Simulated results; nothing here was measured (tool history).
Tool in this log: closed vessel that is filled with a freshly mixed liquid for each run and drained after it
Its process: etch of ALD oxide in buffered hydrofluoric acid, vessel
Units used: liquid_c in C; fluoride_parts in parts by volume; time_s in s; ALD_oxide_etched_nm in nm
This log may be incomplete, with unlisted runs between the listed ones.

run  hour  liquid_c  fluoride_parts  time_s  ALD_oxide_etched_nm
  1   0.0      22.0            10.0      35               58.729
  2   6.1      25.5            10.0      35               70.391
  3  13.5      26.0            10.0      35               72.455
  4  14.7      26.0             7.5      35               92.723
  5  17.2      25.0             7.5      35               88.672
  6  25.8      24.0             7.5      35               83.999
  7  32.7      23.5             7.5      35               82.154

Run 8, settings as shown, results not yet in. Your forecast:
  8  35.6      23.0             7.5      35                    ?

For run 8 the tool returned ALD_oxide_etched_nm 80.435 nm.
